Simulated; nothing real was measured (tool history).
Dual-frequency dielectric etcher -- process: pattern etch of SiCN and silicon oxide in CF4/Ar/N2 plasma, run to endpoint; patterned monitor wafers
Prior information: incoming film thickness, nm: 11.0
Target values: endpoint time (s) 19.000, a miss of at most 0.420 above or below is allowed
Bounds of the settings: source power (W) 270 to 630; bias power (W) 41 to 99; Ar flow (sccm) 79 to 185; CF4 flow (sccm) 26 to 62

run	day	source power (W)	bias power (W)	Ar flow (sccm)	CF4 flow (sccm)	endpoint time (s)
1	0.000	450	70	132	44	13.800
2	0.308	480	70	132	44	13.212
3	0.367	480	70	132	36	13.628
4	0.538	480	62	132	36	14.022
5	0.912	480	62	132	41	13.724
6	1.050	430	61	133	41	14.731
7	1.367	390	58	136	40	15.781
8	1.675	360	56	138	40	16.709
9	1.967	340	55	138	40	17.515
10	2.075	330	55	138	40	17.578
11	2.417	320	55	138	40	18.085
12	2.542	310	55	138	40	18.156

Below are 5 possible settings for the next run. Only one of them brings all results inside the allowed miss of their targets. Which is it?
A	2.667	320	56	136	41	?
B	2.667	390	53	160	39	?
C	2.667	330	56	118	44	?
D	2.667	300	49	138	41	?
E	2.667	320	56	142	48	?

move	endpoint time (s)
A	17.617
B	16.928
C	16.553
D	18.917
E	17.338
A: lands further from the targets than the last run did
B: lands further from the targets than the last run did
C: lands further from the targets than the last run did
D: all results land within tolerance of their targets
E: lands further from the targets than the last run did
D is the move that brings every result within its allowed miss.

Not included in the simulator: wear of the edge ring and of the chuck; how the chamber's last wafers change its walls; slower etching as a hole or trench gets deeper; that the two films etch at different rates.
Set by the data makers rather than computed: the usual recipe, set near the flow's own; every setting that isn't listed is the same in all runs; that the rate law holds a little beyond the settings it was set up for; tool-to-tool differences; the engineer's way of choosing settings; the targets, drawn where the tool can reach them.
